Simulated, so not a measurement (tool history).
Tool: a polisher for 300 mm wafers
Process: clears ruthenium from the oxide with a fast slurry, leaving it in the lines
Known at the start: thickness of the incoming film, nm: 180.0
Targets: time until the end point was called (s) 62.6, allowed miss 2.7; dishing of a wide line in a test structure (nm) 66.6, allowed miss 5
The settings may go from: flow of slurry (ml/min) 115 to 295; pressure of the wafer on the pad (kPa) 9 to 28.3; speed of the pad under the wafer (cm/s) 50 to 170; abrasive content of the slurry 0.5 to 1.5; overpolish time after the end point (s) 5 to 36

run,hour,flow of slurry (ml/min),pressure of the wafer on the pad (kPa),speed of the pad under the wafer (cm/s),abrasive content of the slurry,overpolish time after the end point (s),time until the end point was called (s),dishing of a wide line in a test structure (nm)
1,0,190,18.6,110,1,18,37.462,65.453
2,3,190,18.6,110,1,11,37.521,42.605
3,5.3,190,18.6,110,1.15,11,35.343,45.008
4,5.9,190,18.6,110,1.15,5,34.191,22.032
5,11.5,190,18.6,110,1.3,5,33.605,22.538
6,16.7,190,18.6,92,1.3,5,36.97,20.455
7,18.4,185,17.9,92,1.25,7,38.402,27.986
8,20.2,180,17.2,90,1.25,8,40.916,28.307

4 next moves are on the table. One of them brings every result within its allowed miss. Which?
A,22,155,15.2,72,1.2,30,?,?
B,22,195,13.8,74,1,30,?,?
C,22,210,10.3,74,1.4,27,?,?
D,22,170,15.9,68,1.05,24,?,?

move,time until the end point was called (s),dishing of a wide line in a test structure (nm)
A,53.865,75.963
B,61.746,67.909
C,67.973,57.257
D,55.943,61.157
A: nearer than the last run, and not there yet
B: meets every target
C: takes the result that was furthest off past its target
D: nearer than the last run, and not there yet
Move B is the one to make.

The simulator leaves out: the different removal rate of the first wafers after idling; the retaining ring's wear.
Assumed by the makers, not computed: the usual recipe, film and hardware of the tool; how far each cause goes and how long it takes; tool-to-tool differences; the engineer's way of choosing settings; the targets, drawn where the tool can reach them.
